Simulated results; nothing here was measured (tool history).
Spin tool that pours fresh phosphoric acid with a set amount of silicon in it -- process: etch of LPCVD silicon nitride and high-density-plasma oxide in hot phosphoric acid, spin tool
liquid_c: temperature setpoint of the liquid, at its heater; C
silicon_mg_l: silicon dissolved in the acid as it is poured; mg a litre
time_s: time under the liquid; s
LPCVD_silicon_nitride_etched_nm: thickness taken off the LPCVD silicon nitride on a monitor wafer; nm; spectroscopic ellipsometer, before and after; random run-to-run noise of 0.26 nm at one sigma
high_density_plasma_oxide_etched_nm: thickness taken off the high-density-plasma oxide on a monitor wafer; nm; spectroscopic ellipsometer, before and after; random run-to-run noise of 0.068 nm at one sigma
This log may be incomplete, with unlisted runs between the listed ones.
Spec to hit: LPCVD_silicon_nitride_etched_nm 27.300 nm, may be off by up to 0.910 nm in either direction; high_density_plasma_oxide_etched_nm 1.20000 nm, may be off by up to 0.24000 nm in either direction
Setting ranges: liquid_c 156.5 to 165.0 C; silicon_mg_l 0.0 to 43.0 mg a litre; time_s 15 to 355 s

run	hour	liquid_c	silicon_mg_l	time_s	LPCVD_silicon_nitride_etched_nm	high_density_plasma_oxide_etched_nm
1	0.0	160.0	19.0	180	14.426	0.54649
2	6.9	160.0	23.0	180	14.413	0.43461
3	11.2	160.5	22.5	190	15.904	0.55736
4	18.9	160.5	13.0	190	15.577	0.72613
5	26.6	161.0	14.0	200	16.469	0.74886
6	29.7	161.5	14.5	210	17.994	0.69155
7	35.1	164.0	2.5	275	25.229	1.56790
8	36.3	164.0	4.0	275	25.426	1.47990
# hour 40.7: thermometer replaced
9	40.7	164.0	5.0	275	27.245	1.71680
10	41.4	164.0	7.0	275	27.225	1.76410
11	50.4	163.5	9.0	275	26.993	1.44070
12	57.7	163.5	10.0	275	26.676	1.55660

Exactly one of the 5 candidate moves below puts every result within its allowed miss. Which one?
A	65.0	161.5	14.5	300	?	?
B	65.0	164.0	2.0	300	?	?
C	65.0	165.0	6.5	285	?	?
D	65.0	165.0	0.0	270	?	?
E	65.0	163.0	16.0	255	?	?

move	LPCVD_silicon_nitride_etched_nm	high_density_plasma_oxide_etched_nm
A	27.200	1.16020
B	29.551	1.82310
C	29.013	1.70420
D	27.486	1.83080
E	24.302	1.06010
A: each result inside its tolerance
B: misses by more than the last run did
C: misses by more than the last run did
D: misses by more than the last run did
E: corrects the largest miss of the last run, while another result sits out of spec
A is the move that brings every result within its allowed miss.
